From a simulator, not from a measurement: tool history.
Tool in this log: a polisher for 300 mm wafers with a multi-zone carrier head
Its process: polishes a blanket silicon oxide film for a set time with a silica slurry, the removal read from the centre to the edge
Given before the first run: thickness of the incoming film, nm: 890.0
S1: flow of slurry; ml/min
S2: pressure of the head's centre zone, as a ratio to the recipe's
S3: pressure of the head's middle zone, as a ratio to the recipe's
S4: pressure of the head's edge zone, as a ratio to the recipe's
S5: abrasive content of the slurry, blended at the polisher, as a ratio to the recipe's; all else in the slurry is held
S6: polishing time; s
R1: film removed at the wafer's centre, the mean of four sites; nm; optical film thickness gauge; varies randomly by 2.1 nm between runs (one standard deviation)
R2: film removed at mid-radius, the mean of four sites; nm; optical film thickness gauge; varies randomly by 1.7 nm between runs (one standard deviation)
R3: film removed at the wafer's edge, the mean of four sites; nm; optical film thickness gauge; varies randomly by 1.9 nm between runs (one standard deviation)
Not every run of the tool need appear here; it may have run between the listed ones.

Run 1, hour 0: S1 190 ml/min, S2 1, S3 1, S4 1, S5 1, S6 59 s. Result: R1 217.19 nm, R2 215.38 nm, R3 212.55 nm.
Run 2, hour 2.6: S1 190 ml/min, S2 1, S3 1.07, S4 1, S5 1, S6 59 s. Result: R1 214.66 nm, R2 225.8 nm, R3 215.72 nm.
Run 3, hour 8.4: S1 190 ml/min, S2 1, S3 1.07, S4 1, S5 0.85, S6 59 s. Result: R1 196.69 nm, R2 208.86 nm, R3 200.56 nm.
Run 4, hour 13.6: S1 170 ml/min, S2 1, S3 1.07, S4 1, S5 0.85, S6 59 s. Result: R1 190.86 nm, R2 206.88 nm, R3 195.88 nm.
Run 5, hour 15.2: S1 190 ml/min, S2 0.99, S3 1.08, S4 1.04, S5 0.85, S6 59 s. Result: R1 190.95 nm, R2 213.26 nm, R3 199.45 nm.
Run 6, hour 23.5: S1 190 ml/min, S2 0.97, S3 1.04, S4 1.06, S5 0.95, S6 59 s. Result: R1 198.31 nm, R2 216.71 nm, R3 215.95 nm.
Run 7, hour 27: S1 205 ml/min, S2 0.97, S3 1.03, S4 1.08, S5 0.95, S6 59 s. Result: R1 204.94 nm, R2 216.57 nm, R3 222.04 nm.
Run 8, hour 31.7: S1 215 ml/min, S2 0.97, S3 1.04, S4 1.09, S5 0.95, S6 59 s. Result: R1 202.73 nm, R2 219.17 nm, R3 223.33 nm.
Run 9, hour 35.5: S1 225 ml/min, S2 0.97, S3 1.04, S4 1.1, S5 0.95, S6 59 s. Result: R1 207.33 nm, R2 225.3 nm, R3 226.45 nm.

Expected results for the next run?
Run 10, hour 41.2: S1 225 ml/min, S2 0.97, S3 1.04, S4 1.1, S5 0.95, S6 59 s. Result: R1 ?, R2 ?, R3 ?.

R1: 207.92 nm
R2: 220.89 nm
R3: 221.89 nm

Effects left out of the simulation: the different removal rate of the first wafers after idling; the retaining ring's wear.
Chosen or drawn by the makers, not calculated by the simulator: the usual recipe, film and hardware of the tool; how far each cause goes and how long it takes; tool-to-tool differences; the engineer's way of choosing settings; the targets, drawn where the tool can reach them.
